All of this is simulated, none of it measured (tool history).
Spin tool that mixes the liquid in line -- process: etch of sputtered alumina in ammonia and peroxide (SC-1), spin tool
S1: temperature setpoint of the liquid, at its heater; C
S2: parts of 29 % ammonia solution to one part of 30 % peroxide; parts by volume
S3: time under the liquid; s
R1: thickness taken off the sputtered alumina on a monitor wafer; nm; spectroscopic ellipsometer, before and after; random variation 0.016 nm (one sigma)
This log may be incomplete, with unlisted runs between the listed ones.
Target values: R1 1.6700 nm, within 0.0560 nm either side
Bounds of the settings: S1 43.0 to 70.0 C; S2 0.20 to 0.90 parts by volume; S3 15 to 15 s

run,hour,S1,S2,S3,R1
1,0.0,59.0,0.50,15,1.4130
2,5.0,60.0,0.50,15,1.4616
3,10.9,57.5,0.50,15,1.3161
4,16.6,59.0,0.50,15,1.3949
5,17.6,59.0,0.65,15,1.4036
6,23.9,60.0,0.65,15,1.5338
7,31.0,60.5,0.65,15,1.5307
8,38.5,61.0,0.65,15,1.5847

Pick the move, out of 5, that brings all results within their allowed miss; only one does.
A,46.0,62.5,0.60,15,?
B,46.0,60.5,0.70,15,?
C,46.0,64.0,0.50,15,?
D,46.0,63.0,0.80,15,?
E,46.0,63.5,0.60,15,?

move,R1
A,1.7021
B,1.5601
C,1.8039
D,1.7935
E,1.7898
A: in spec on every target
B: the biggest miss grows against the last run
C: takes the biggest miss from the last run beyond its target
D: takes the biggest miss from the last run beyond its target
E: takes the biggest miss from the last run beyond its target
The move that meets every target is A.
